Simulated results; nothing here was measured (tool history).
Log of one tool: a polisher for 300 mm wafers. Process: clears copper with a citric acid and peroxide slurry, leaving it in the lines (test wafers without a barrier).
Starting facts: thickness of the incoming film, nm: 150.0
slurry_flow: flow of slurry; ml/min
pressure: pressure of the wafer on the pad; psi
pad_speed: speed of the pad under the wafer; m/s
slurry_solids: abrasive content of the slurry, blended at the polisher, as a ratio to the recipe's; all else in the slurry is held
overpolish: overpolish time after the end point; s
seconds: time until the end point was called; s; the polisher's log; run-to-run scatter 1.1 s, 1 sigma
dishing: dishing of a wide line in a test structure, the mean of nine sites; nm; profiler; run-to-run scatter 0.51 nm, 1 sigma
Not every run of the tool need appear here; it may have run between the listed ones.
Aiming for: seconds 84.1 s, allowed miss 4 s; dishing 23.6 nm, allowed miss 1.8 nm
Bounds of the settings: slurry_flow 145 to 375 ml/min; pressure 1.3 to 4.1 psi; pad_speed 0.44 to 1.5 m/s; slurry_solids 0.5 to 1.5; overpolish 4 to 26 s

run 1 day=0 | slurry_flow=240 pressure=2.7 pad_speed=0.96 slurry_solids=1 overpolish=13 | seconds=92.809 dishing=15.233
run 2 day=0.321 | slurry_flow=240 pressure=2.7 pad_speed=0.96 slurry_solids=1 overpolish=14 | seconds=89.733 dishing=15.933
run 3 day=0.567 | slurry_flow=240 pressure=2.7 pad_speed=0.8 slurry_solids=1 overpolish=14 | seconds=109.44 dishing=14.331
run 4 day=0.829 | slurry_flow=240 pressure=2.7 pad_speed=0.8 slurry_solids=1.2 overpolish=14 | seconds=102.62 dishing=14.617
run 5 day=0.946 | slurry_flow=240 pressure=2.8 pad_speed=0.8 slurry_solids=1.2 overpolish=15 | seconds=101.98 dishing=15.763
run 6 day=1.258 | slurry_flow=240 pressure=2.9 pad_speed=0.8 slurry_solids=1.2 overpolish=16 | seconds=99.482 dishing=17.264
run 7 day=1.5 | slurry_flow=240 pressure=3 pad_speed=0.8 slurry_solids=1.2 overpolish=16 | seconds=94.93 dishing=17.177
run 8 day=1.779 | slurry_flow=240 pressure=3 pad_speed=0.8 slurry_solids=1.2 overpolish=17 | seconds=98.382 dishing=18.168
run 9 day=1.838 | slurry_flow=240 pressure=3.1 pad_speed=0.8 slurry_solids=1.2 overpolish=17 | seconds=97.012 dishing=18.441

Consider the 4 candidate settings below. Which is the only one whose results all fall within their allowed miss of target?
run A day=1.896 | slurry_flow=340 pressure=3.8 pad_speed=0.72 slurry_solids=0.95 overpolish=22 | seconds=? dishing=?
run B day=1.896 | slurry_flow=335 pressure=3.2 pad_speed=0.68 slurry_solids=1.2 overpolish=14 | seconds=? dishing=?
run C day=1.896 | slurry_flow=255 pressure=3.4 pad_speed=0.74 slurry_solids=1.25 overpolish=23 | seconds=? dishing=?
run D day=1.896 | slurry_flow=245 pressure=3.4 pad_speed=0.86 slurry_solids=1.2 overpolish=20 | seconds=? dishing=?

move=A seconds=97.871 dishing=21.672
move=B seconds=109.37 dishing=13.718
move=C seconds=98.412 dishing=22.281
move=D seconds=86.334 dishing=22.113
A: further off than the last run
B: further off than the last run
C: further off than the last run
D: in spec on every target
Go with D: it meets all targets.
